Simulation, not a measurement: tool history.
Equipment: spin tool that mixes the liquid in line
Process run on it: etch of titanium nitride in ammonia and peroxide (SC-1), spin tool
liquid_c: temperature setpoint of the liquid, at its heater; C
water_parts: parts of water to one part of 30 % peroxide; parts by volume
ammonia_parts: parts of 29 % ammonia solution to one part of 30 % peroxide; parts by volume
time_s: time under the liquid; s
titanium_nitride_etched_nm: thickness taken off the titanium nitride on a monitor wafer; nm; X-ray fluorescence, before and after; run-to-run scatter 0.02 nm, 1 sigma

Run 1, day 0: liquid_c 50 C, water_parts 6.5 parts by volume, ammonia_parts 0.55 parts by volume, time_s 95 s. Result: titanium_nitride_etched_nm 10.899 nm.
Run 2, day 0.058: liquid_c 57 C, water_parts 6.5 parts by volume, ammonia_parts 0.55 parts by volume, time_s 95 s. Result: titanium_nitride_etched_nm 17.555 nm.
Run 3, day 0.142: liquid_c 57 C, water_parts 5 parts by volume, ammonia_parts 0.55 parts by volume, time_s 95 s. Result: titanium_nitride_etched_nm 19.826 nm.
Run 4, day 0.233: liquid_c 51 C, water_parts 5.5 parts by volume, ammonia_parts 0.55 parts by volume, time_s 95 s. Result: titanium_nitride_etched_nm 12.558 nm.
Run 5, day 0.408: liquid_c 51 C, water_parts 5.5 parts by volume, ammonia_parts 0.4 parts by volume, time_s 95 s. Result: titanium_nitride_etched_nm 11.867 nm.
Run 6, day 0.671: liquid_c 47 C, water_parts 5.5 parts by volume, ammonia_parts 0.4 parts by volume, time_s 95 s. Result: titanium_nitride_etched_nm 9.0715 nm.
Run 7, day 0.804: liquid_c 44 C, water_parts 5.5 parts by volume, ammonia_parts 0.4 parts by volume, time_s 95 s. Result: titanium_nitride_etched_nm 7.2959 nm.
Run 8, day 0.9: liquid_c 42 C, water_parts 5.5 parts by volume, ammonia_parts 0.4 parts by volume, time_s 95 s. Result: titanium_nitride_etched_nm 6.3297 nm.

Estimate the outcome of run 9 from the log above:
Run 9, day 1.042: liquid_c 41 C, water_parts 5.5 parts by volume, ammonia_parts 0.4 parts by volume, time_s 95 s. Result: titanium_nitride_etched_nm ?.

titanium_nitride_etched_nm: 5.8524 nm
